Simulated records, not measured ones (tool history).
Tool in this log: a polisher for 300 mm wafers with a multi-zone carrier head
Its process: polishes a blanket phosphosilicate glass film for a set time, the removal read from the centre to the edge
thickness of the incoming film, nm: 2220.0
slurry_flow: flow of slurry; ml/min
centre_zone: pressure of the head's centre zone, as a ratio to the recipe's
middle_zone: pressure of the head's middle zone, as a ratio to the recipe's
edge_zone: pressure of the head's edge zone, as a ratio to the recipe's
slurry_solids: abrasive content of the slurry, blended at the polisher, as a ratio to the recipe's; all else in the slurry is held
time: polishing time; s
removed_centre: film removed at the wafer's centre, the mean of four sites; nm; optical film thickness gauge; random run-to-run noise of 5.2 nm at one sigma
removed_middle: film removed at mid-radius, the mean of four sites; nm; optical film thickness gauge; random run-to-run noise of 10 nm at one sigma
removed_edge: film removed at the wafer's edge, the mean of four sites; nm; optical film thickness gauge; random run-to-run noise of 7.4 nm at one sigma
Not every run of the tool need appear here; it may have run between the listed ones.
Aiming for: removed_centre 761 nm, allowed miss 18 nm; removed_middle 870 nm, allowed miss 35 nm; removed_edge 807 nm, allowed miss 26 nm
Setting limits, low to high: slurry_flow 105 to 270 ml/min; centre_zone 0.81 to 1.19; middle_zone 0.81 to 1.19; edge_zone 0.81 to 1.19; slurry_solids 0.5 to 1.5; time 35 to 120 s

{"run": 1, "hour": 0.0, "slurry_flow": 175, "centre_zone": 1, "middle_zone": 1, "edge_zone": 1, "slurry_solids": 1, "time": 77, "removed_centre": 612.74, "removed_middle": 646.64, "removed_edge": 671.34}
{"run": 2, "hour": 8.7, "slurry_flow": 195, "centre_zone": 1.02, "middle_zone": 1.06, "edge_zone": 1.04, "slurry_solids": 1.05, "time": 77, "removed_centre": 640.9, "removed_middle": 714.83, "removed_edge": 705.43}
{"run": 3, "hour": 15.9, "slurry_flow": 195, "centre_zone": 1.02, "middle_zone": 1.06, "edge_zone": 1.04, "slurry_solids": 1.05, "time": 88, "removed_centre": 735.33, "removed_middle": 811.01, "removed_edge": 794.21}
{"run": 4, "hour": 22.5, "slurry_flow": 205, "centre_zone": 1.02, "middle_zone": 1.07, "edge_zone": 1.04, "slurry_solids": 1.05, "time": 88, "removed_centre": 742.76, "removed_middle": 835.37, "removed_edge": 800.06}
{"run": 5, "hour": 28.2, "slurry_flow": 205, "centre_zone": 1.02, "middle_zone": 1.13, "edge_zone": 1.04, "slurry_solids": 1.05, "time": 88, "removed_centre": 742.64, "removed_middle": 851.51, "removed_edge": 806.75}
{"hour": 34.1, "done": "centre zone pressure recalibrated"}
{"run": 6, "hour": 34.1, "slurry_flow": 205, "centre_zone": 1.02, "middle_zone": 1.13, "edge_zone": 0.99, "slurry_solids": 1.05, "time": 88, "removed_centre": 805.35, "removed_middle": 852.69, "removed_edge": 787.17}
{"run": 7, "hour": 35.3, "slurry_flow": 200, "centre_zone": 1.01, "middle_zone": 1.14, "edge_zone": 1, "slurry_solids": 1.05, "time": 88, "removed_centre": 799.16, "removed_middle": 871.62, "removed_edge": 794.73}
{"run": 8, "hour": 37.2, "slurry_flow": 200, "centre_zone": 0.99, "middle_zone": 1.13, "edge_zone": 1, "slurry_solids": 1.05, "time": 88, "removed_centre": 778.99, "removed_middle": 868.67, "removed_edge": 786.42}

Exactly one of the 5 candidate moves below puts every result within its allowed miss. Which one?
{"run": "A", "hour": 39.1, "slurry_flow": 195, "centre_zone": 1, "middle_zone": 1.13, "edge_zone": 1, "slurry_solids": 1.15, "time": 87, "removed_centre": "?", "removed_middle": "?", "removed_edge": "?"}
{"run": "B", "hour": 39.1, "slurry_flow": 225, "centre_zone": 0.99, "middle_zone": 1.12, "edge_zone": 0.85, "slurry_solids": 1.05, "time": 90, "removed_centre": "?", "removed_middle": "?", "removed_edge": "?"}
{"run": "C", "hour": 39.1, "slurry_flow": 170, "centre_zone": 1, "middle_zone": 1.09, "edge_zone": 0.87, "slurry_solids": 1.2, "time": 87, "removed_centre": "?", "removed_middle": "?", "removed_edge": "?"}
{"run": "D", "hour": 39.1, "slurry_flow": 200, "centre_zone": 0.98, "middle_zone": 1.18, "edge_zone": 0.99, "slurry_solids": 1.15, "time": 81, "removed_centre": "?", "removed_middle": "?", "removed_edge": "?"}
{"run": "E", "hour": 39.1, "slurry_flow": 195, "centre_zone": 0.96, "middle_zone": 1.15, "edge_zone": 1.05, "slurry_solids": 1.1, "time": 86, "removed_centre": "?", "removed_middle": "?", "removed_edge": "?"}

move=A removed_centre=820.17 removed_middle=890.16 removed_edge=813.99
move=B removed_centre=816.98 removed_middle=885.31 removed_edge=753.69
move=C removed_centre=824.14 removed_middle=869.1 removed_edge=771.09
move=D removed_centre=754.67 removed_middle=862.45 removed_edge=755.02
move=E removed_centre=770.03 removed_middle=874.16 removed_edge=806.09
A: the biggest miss grows against the last run
B: the biggest miss grows against the last run
C: the biggest miss grows against the last run
D: brings the result that was furthest off to its target, and leaves another outside
E: in spec on every target
The right move is E.
